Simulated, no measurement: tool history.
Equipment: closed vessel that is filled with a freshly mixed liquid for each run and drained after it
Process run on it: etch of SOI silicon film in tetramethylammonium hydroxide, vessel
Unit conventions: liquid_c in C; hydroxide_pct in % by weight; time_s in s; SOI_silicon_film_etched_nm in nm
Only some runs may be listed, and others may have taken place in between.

run    day  liquid_c  hydroxide_pct  time_s  SOI_silicon_film_etched_nm
  1      0        66           18.5      30                      134.49
  2  0.142        65           18.5      30                      124.85
  3  0.367      64.5           18.5      30                      121.96
  4  0.729        64           18.5      30                      119.28
  5  0.817      59.5           18.5      30                      89.785
  6   1.05      60.5           18.5      30                      95.357
  7    1.3        61           18.5      30                      98.631

What will run 8 give?
  8  1.508      61.5           18.5      30                           ?

SOI_silicon_film_etched_nm: 101.13 nm
